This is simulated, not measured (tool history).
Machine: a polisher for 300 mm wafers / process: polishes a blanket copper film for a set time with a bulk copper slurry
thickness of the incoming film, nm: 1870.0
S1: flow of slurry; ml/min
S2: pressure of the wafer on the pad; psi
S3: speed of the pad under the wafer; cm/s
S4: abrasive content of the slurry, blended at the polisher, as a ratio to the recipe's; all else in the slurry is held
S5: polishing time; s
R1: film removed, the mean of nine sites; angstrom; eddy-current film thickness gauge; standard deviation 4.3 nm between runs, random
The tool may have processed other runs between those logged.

run,hour,S1,S2,S3,S4,S5,R1
1,0,170,2.7,126,1,33,4074.4
2,8.9,170,2.6,126,1,33,4008.1
3,14.6,170,2.6,126,1.2,33,4158.4
4,23.4,170,2.5,126,1.2,33,4018
5,28.8,205,2.5,126,1.2,33,4072.9
6,36.4,205,2.5,126,1.35,33,4138.3
7,39.2,205,2.4,126,1.35,33,4091.2
8,46.2,205,2.3,126,1.35,33,3812.2
9,54.5,205,2.2,126,1.35,33,3590.7
10,60.6,205,2.2,126,1.35,33,3748.4

What does the tool deliver on the next run?
11,64.7,205,2.1,126,1.35,33,?

R1: 3472.7 angstrom
